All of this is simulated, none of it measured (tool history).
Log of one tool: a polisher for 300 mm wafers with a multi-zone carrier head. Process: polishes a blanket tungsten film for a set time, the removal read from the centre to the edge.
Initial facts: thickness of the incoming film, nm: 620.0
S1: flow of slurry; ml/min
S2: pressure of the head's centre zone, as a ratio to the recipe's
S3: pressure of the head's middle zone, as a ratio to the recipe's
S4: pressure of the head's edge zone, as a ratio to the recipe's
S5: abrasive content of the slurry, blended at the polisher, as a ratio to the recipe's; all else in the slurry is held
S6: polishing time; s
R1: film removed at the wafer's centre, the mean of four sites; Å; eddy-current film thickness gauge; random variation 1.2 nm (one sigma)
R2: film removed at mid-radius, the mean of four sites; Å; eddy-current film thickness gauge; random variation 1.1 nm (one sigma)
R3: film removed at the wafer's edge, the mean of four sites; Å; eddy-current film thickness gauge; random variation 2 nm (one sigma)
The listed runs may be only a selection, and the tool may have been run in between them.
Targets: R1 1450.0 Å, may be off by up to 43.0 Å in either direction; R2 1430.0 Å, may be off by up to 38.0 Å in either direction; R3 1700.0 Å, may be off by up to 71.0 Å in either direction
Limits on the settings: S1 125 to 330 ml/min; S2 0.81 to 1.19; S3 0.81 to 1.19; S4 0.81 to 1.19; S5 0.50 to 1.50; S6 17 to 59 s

Run 1, hour 0.0: S1 210 ml/min, S2 1.00, S3 1.00, S4 1.00, S5 1.00, S6 38 s. Result: R1 1808.0 Å, R2 1849.6 Å, R3 1879.5 Å.
Run 2, hour 0.8: S1 210 ml/min, S2 1.00, S3 1.00, S4 1.00, S5 1.00, S6 32 s. Result: R1 1501.0 Å, R2 1548.5 Å, R3 1592.8 Å.
Run 3, hour 7.1: S1 265 ml/min, S2 1.00, S3 1.00, S4 1.00, S5 1.00, S6 32 s. Result: R1 1598.9 Å, R2 1576.7 Å, R3 1595.7 Å.
Run 4, hour 11.6: S1 265 ml/min, S2 1.05, S3 1.00, S4 1.00, S5 1.00, S6 32 s. Result: R1 1623.0 Å, R2 1621.3 Å, R3 1645.1 Å.
Run 5, hour 17.6: S1 245 ml/min, S2 1.04, S3 0.98, S4 1.03, S5 1.00, S6 32 s. Result: R1 1572.7 Å, R2 1576.8 Å, R3 1633.6 Å.
Run 6, hour 19.7: S1 295 ml/min, S2 1.04, S3 0.98, S4 1.03, S5 1.00, S6 32 s. Result: R1 1643.1 Å, R2 1605.4 Å, R3 1669.8 Å.
Run 7, hour 27.4: S1 275 ml/min, S2 1.02, S3 0.96, S4 1.05, S5 1.00, S6 32 s. Result: R1 1577.1 Å, R2 1557.6 Å, R3 1658.4 Å.
Run 8, hour 34.9: S1 265 ml/min, S2 1.01, S3 0.94, S4 1.06, S5 1.00, S6 32 s. Result: R1 1556.7 Å, R2 1536.0 Å, R3 1681.3 Å.
Run 9, hour 42.0: S1 255 ml/min, S2 1.00, S3 0.92, S4 1.06, S5 1.00, S6 32 s. Result: R1 1566.4 Å, R2 1498.8 Å, R3 1648.9 Å.
Run 10, hour 42.9: S1 245 ml/min, S2 0.99, S3 0.91, S4 1.08, S5 1.00, S6 32 s. Result: R1 1541.1 Å, R2 1461.3 Å, R3 1661.7 Å.
Run 11, hour 49.3: S1 240 ml/min, S2 0.98, S3 0.91, S4 1.10, S5 1.00, S6 32 s. Result: R1 1506.4 Å, R2 1475.1 Å, R3 1666.4 Å.
Run 12, hour 57.0: S1 235 ml/min, S2 0.97, S3 0.90, S4 1.11, S5 1.00, S6 32 s. Result: R1 1511.4 Å, R2 1456.5 Å, R3 1693.3 Å.

5 candidate next runs follow, results not yet known. Just one meets every target within its allowed miss. Identify it.
Run A, hour 64.7: S1 310 ml/min, S2 0.83, S3 0.84, S4 1.19, S5 1.00, S6 33 s. Result: R1 ?, R2 ?, R3 ?.
Run B, hour 64.7: S1 215 ml/min, S2 0.92, S3 0.88, S4 1.12, S5 0.95, S6 33 s. Result: R1 ?, R2 ?, R3 ?.
Run C, hour 64.7: S1 260 ml/min, S2 1.08, S3 0.88, S4 1.13, S5 1.00, S6 32 s. Result: R1 ?, R2 ?, R3 ?.
Run D, hour 64.7: S1 255 ml/min, S2 1.02, S3 0.88, S4 1.11, S5 0.95, S6 33 s. Result: R1 ?, R2 ?, R3 ?.
Run E, hour 64.7: S1 195 ml/min, S2 1.00, S3 0.81, S4 0.98, S5 1.05, S6 34 s. Result: R1 ?, R2 ?, R3 ?.

move      R1      R2      R3
   A  1438.5  1454.3  1863.1
   B  1456.6  1429.8  1726.5
   C  1649.5  1436.5  1732.7
   D  1609.1  1462.3  1748.3
   E  1599.5  1384.7  1683.7
A: brings the last run's worst result on target, with another outside its allowed miss
B: every result within its allowed miss
C: moves away from the targets compared with the last run
D: moves away from the targets compared with the last run
E: moves away from the targets compared with the last run
Answer: B
